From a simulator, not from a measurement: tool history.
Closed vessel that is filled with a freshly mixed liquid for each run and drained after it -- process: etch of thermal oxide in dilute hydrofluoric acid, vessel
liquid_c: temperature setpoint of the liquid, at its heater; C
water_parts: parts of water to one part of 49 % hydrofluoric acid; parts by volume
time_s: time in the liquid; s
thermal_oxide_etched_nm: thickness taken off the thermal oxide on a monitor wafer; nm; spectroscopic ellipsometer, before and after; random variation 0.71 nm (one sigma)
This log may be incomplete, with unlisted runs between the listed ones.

run 1 day=0 | liquid_c=21 water_parts=280 time_s=3010 | thermal_oxide_etched_nm=43.296
run 2 day=0.179 | liquid_c=21 water_parts=280 time_s=3010 | thermal_oxide_etched_nm=43.302
run 3 day=0.512 | liquid_c=21 water_parts=370 time_s=3010 | thermal_oxide_etched_nm=30.516
run 4 day=0.6 | liquid_c=21 water_parts=370 time_s=3010 | thermal_oxide_etched_nm=30.039
run 5 day=0.988 | liquid_c=21 water_parts=455 time_s=3010 | thermal_oxide_etched_nm=22.777
run 6 day=1.104 | liquid_c=22 water_parts=390 time_s=3015 | thermal_oxide_etched_nm=29.344
run 7 day=1.383 | liquid_c=23 water_parts=335 time_s=3020 | thermal_oxide_etched_nm=37.006
run 8 day=1.579 | liquid_c=27 water_parts=225 time_s=3035 | thermal_oxide_etched_nm=70.588
run 9 day=1.771 | liquid_c=27.5 water_parts=205 time_s=3035 | thermal_oxide_etched_nm=80.52
run 10 day=2.162 | liquid_c=27.5 water_parts=190 time_s=3035 | thermal_oxide_etched_nm=88.985
run 11 day=2.225 | liquid_c=27.5 water_parts=180 time_s=3035 | thermal_oxide_etched_nm=96.147
run 12 day=2.396 | liquid_c=27.5 water_parts=175 time_s=3035 | thermal_oxide_etched_nm=97.545
run 13 day=2.483 | liquid_c=27.5 water_parts=170 time_s=3035 | thermal_oxide_etched_nm=101.54
run 14 day=2.575 | liquid_c=27.5 water_parts=165 time_s=3035 | thermal_oxide_etched_nm=104.78
run 15 day=2.917 | liquid_c=27.5 water_parts=160 time_s=3035 | thermal_oxide_etched_nm=107.86

The next listed run, before its measurement:
run 16 day=3.008 | liquid_c=27.5 water_parts=155 time_s=3035 | thermal_oxide_etched_nm=?

Logged for run 16: thermal_oxide_etched_nm 112.77 nm.
